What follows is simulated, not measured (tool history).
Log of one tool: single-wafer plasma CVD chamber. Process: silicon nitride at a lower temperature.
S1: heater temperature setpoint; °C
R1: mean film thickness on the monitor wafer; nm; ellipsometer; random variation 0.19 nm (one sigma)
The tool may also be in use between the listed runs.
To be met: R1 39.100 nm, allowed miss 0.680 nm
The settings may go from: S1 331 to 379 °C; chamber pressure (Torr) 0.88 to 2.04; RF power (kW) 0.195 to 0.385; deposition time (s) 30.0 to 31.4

{"run": 1, "hour": 0.0, "S1": 355, "chamber pressure (Torr)": 1.46, "RF power (kW)": 0.29, "deposition time (s)": 31.4, "R1": 35.02}
{"run": 2, "hour": 2.6, "S1": 355, "chamber pressure (Torr)": 1.46, "RF power (kW)": 0.29, "deposition time (s)": 31.4, "R1": 35.268}
{"run": 3, "hour": 6.6, "S1": 355, "chamber pressure (Torr)": 1.57, "RF power (kW)": 0.295, "deposition time (s)": 31.4, "R1": 35.542}
{"run": 4, "hour": 12.2, "S1": 355, "chamber pressure (Torr)": 1.57, "RF power (kW)": 0.295, "deposition time (s)": 30.0, "R1": 34.18}
{"run": 5, "hour": 19.0, "S1": 355, "chamber pressure (Torr)": 1.59, "RF power (kW)": 0.31, "deposition time (s)": 30.1, "R1": 35.031}
{"run": 6, "hour": 19.6, "S1": 349, "chamber pressure (Torr)": 1.59, "RF power (kW)": 0.31, "deposition time (s)": 30.1, "R1": 35.24}
{"run": 7, "hour": 22.5, "S1": 349, "chamber pressure (Torr)": 1.62, "RF power (kW)": 0.325, "deposition time (s)": 30.2, "R1": 36.516}
{"run": 8, "hour": 24.1, "S1": 349, "chamber pressure (Torr)": 1.65, "RF power (kW)": 0.335, "deposition time (s)": 30.3, "R1": 37.47}
{"run": 9, "hour": 29.7, "S1": 349, "chamber pressure (Torr)": 1.68, "RF power (kW)": 0.34, "deposition time (s)": 30.3, "R1": 37.94}

5 next moves are on the table. One of them brings every result within its allowed miss. Which?
{"run": "A", "hour": 35.3, "S1": 351, "chamber pressure (Torr)": 1.81, "RF power (kW)": 0.315, "deposition time (s)": 31.0, "R1": "?"}
{"run": "B", "hour": 35.3, "S1": 343, "chamber pressure (Torr)": 1.57, "RF power (kW)": 0.36, "deposition time (s)": 31.4, "R1": "?"}
{"run": "C", "hour": 35.3, "S1": 350, "chamber pressure (Torr)": 1.69, "RF power (kW)": 0.345, "deposition time (s)": 30.8, "R1": "?"}
{"run": "D", "hour": 35.3, "S1": 340, "chamber pressure (Torr)": 1.53, "RF power (kW)": 0.325, "deposition time (s)": 30.9, "R1": "?"}
{"run": "E", "hour": 35.3, "S1": 339, "chamber pressure (Torr)": 1.6, "RF power (kW)": 0.325, "deposition time (s)": 30.0, "R1": "?"}

move=A R1=38.115
move=B R1=40.488
move=C R1=39.302
move=D R1=37.494
move=E R1=36.748
A: nearer than the last run, and not there yet
B: takes the result that was furthest off past its target
C: meets every target
D: further off than the last run
E: further off than the last run
The right move is C.

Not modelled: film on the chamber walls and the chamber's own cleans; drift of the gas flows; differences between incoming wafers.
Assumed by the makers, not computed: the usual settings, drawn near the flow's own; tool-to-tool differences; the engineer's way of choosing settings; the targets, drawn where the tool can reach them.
